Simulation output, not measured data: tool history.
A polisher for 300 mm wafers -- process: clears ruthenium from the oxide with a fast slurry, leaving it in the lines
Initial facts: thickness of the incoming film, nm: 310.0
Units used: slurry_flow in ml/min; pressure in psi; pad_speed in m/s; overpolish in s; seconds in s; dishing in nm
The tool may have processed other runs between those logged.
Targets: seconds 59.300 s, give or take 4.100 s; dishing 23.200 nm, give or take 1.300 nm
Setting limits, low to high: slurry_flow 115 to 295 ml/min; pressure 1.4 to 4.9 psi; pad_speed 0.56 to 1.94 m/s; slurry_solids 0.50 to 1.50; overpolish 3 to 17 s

run  hour  slurry_flow  pressure  pad_speed  slurry_solids  overpolish  seconds  dishing
  1   0.0          190       3.1       1.24           1.00           9   45.550   47.858
  2   5.8          190       2.9       1.24           1.00           8   48.314   42.712
  3   7.6          225       2.9       1.24           1.00           8   46.792   42.335
  4  16.0          230       2.7       1.22           1.00           7   50.842   35.677
  5  18.8          230       2.6       1.22           1.00           6   53.932   30.361
  6  24.3          230       2.6       1.22           1.00           4   52.446   21.719
  7  26.8          230       2.5       1.22           1.00           4   55.495   20.585
  8  31.8          230       2.3       1.22           1.00           6   56.553   28.269

Consider the 5 candidate settings below. Which is the only one whose results all fall within their allowed miss of target?
  A  36.8          245       2.3       1.20           1.00           5        ?        ?
  B  36.8          260       2.7       1.40           0.90           4        ?        ?
  C  36.8          260       3.0       1.24           0.60           6        ?        ?
  D  36.8          215       2.2       1.26           0.95           6        ?        ?
  E  36.8          235       2.2       1.18           1.00           9        ?        ?

move  seconds  dishing
   A   57.733   24.227
   B   45.346   24.639
   C   54.822   29.971
   D   58.776   28.147
   E   60.944   39.039
A: hits every target within its allowed miss
B: nearer the targets than the last run, but a result is still out of spec
C: further off than the last run
D: about as far from the targets as the last run
E: further off than the last run
A meets every target.

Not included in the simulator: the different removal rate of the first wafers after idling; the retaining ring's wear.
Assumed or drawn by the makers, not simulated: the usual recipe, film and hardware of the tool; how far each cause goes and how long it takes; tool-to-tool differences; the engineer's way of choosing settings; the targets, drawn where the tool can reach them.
